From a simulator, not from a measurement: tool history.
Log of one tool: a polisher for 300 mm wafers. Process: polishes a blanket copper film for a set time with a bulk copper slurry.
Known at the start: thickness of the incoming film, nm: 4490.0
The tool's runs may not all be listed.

run  hour  flow of slurry (ml/min)  pressure of the wafer on the pad (kPa)  speed of the pad under the wafer (m/s)  abrasive content of the slurry  polishing time (s)  film removed (nm)
  1   0.0                      215                                    13.1                                    1.02                             1.0                  36             206.41
  2   7.0                      210                                    12.4                                    1.02                             1.0                  36             201.27
  3  15.3                      210                                    11.7                                    1.02                             1.0                  36             189.49
  4  19.0                      210                                    11.0                                    1.02                             1.0                  36             183.16
  5  22.1                      210                                     8.3                                    1.02                             1.0                  36             157.05
  6  23.6                      240                                     8.3                                    1.02                             1.0                  36             160.78
  7  24.9                      255                                     8.3                                    1.02                             1.0                  36             160.93

Run 8, settings as shown, results not yet in. Your forecast:
  8  33.1                      260                                     9.0                                    1.02                             1.0                  36                  ?

film removed (nm): 167.25

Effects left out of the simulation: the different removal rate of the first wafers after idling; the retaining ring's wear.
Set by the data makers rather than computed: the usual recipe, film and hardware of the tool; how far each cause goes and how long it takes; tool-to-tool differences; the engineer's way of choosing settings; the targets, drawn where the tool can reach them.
